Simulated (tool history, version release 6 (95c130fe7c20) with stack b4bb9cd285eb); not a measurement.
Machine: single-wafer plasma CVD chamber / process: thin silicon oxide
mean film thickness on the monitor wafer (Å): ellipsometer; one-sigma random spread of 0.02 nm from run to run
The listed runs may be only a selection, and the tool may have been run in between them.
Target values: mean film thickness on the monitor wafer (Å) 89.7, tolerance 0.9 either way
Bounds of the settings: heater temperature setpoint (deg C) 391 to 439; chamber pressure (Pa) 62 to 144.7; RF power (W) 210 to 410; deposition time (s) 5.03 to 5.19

run,day,heater temperature setpoint (deg C),chamber pressure (Pa),RF power (W),deposition time (s),mean film thickness on the monitor wafer (Å)
1,0,415,103.3,310,5.03,85.717
2,0.071,415,104.9,310,5.03,86.714
3,0.192,407,104.9,310,5.03,87.329
4,0.321,416,104.9,310,5.03,87.314
5,0.65,416,104.9,290,5.03,84.716
6,0.779,416,106.9,290,5.03,86.148
7,0.879,416,106.9,290,5.03,85.957
8,0.912,416,108.4,290,5.03,87.317

Next run, 4 choices. One meets every target within its allowed miss, the rest don't. Which?
A,0.946,419,111.5,295,5.03,?
B,0.946,418,114.9,270,5.19,?
C,0.946,416,113.1,265,5.03,?
D,0.946,418,111.9,295,5.13,?

move,mean film thickness on the monitor wafer (Å)
A,89.914
B,92.047
C,87.422
D,92.049
A: every result within its allowed miss
B: carries the result that was furthest off beyond its target, to the other side
C: roughly where the last run was
D: carries the result that was furthest off beyond its target, to the other side
The move that meets every target is A.
